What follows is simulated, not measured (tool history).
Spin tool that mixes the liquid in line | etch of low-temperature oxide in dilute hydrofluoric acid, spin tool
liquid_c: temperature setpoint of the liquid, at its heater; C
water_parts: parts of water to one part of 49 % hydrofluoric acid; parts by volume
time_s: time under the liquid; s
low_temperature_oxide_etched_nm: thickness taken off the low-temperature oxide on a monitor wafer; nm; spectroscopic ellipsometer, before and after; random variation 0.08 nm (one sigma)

run    day  liquid_c  water_parts  time_s  low_temperature_oxide_etched_nm
  1      0        20          295     290                           9.8581
  2  0.058        21          295     290                           10.284
  3  0.088      21.5          295     290                            10.41
  4  0.442        22          295     290                           10.723
  5  0.592      22.5          295     290                           10.879
  6  0.667      22.5          350     290                           8.6874

Forecast run 7:
  7  0.892      23.5          345     290                                ?

{"run 7": {"low_temperature_oxide_etched_nm": 9.1602}}
